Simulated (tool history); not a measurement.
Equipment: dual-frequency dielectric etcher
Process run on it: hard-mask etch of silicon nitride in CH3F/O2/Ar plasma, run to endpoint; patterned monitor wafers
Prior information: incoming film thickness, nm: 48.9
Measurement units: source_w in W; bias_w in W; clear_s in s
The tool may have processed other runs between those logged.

Run 1, hour 0.0: source_w 520 W, bias_w 80 W. Result: clear_s 58.813 s.
Run 2, hour 5.2: source_w 540 W, bias_w 81 W. Result: clear_s 57.837 s.
Run 3, hour 7.0: source_w 560 W, bias_w 82 W. Result: clear_s 57.554 s.
Run 4, hour 13.1: source_w 580 W, bias_w 84 W. Result: clear_s 56.280 s.
Run 5, hour 15.3: source_w 490 W, bias_w 84 W. Result: clear_s 59.758 s.
Run 6, hour 21.2: source_w 520 W, bias_w 85 W. Result: clear_s 57.795 s.
Run 7, hour 29.3: source_w 540 W, bias_w 86 W. Result: clear_s 58.003 s.

Run 8 has not been measured yet. What should we expect?
Run 8, hour 33.3: source_w 570 W, bias_w 87 W. Result: clear_s ?.

{"run 8": {"clear_s": 55.981}}
